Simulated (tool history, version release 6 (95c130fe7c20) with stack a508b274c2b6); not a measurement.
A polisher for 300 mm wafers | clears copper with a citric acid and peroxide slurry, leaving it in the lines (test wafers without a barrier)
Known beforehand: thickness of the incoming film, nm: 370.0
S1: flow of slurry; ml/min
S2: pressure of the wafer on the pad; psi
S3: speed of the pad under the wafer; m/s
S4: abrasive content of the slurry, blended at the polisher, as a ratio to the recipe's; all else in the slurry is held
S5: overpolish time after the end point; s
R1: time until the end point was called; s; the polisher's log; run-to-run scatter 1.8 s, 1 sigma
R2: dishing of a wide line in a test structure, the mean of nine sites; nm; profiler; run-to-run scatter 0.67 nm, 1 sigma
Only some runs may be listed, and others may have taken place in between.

run 1 hour=0.0 | S1=205 S2=3.2 S3=1.1 S4=1.0 S5=28 | R1=135.84 R2=52.045
run 2 hour=1.9 | S1=180 S2=3.2 S3=1.1 S4=1.0 S5=28 | R1=139.33 R2=51.995
run 3 hour=4.2 | S1=180 S2=3.2 S3=1.1 S4=1.2 S5=28 | R1=130.86 R2=55.340
run 4 hour=8.3 | S1=180 S2=3.2 S3=1.1 S4=1.1 S5=28 | R1=134.92 R2=51.317
run 5 hour=9.8 | S1=180 S2=2.9 S3=1.1 S4=1.1 S5=28 | R1=145.43 R2=50.941
run 6 hour=18.0 | S1=180 S2=2.6 S3=1.1 S4=1.1 S5=25 | R1=156.12 R2=42.602
run 7 hour=23.1 | S1=175 S2=2.3 S3=1.1 S4=1.1 S5=24 | R1=172.20 R2=38.451

What does the tool deliver on the next run?
run 8 hour=25.2 | S1=170 S2=2.1 S3=1.1 S4=1.1 S5=23 | R1=? R2=?

Logged for run 8: R1 180.90 s, R2 34.531 nm.

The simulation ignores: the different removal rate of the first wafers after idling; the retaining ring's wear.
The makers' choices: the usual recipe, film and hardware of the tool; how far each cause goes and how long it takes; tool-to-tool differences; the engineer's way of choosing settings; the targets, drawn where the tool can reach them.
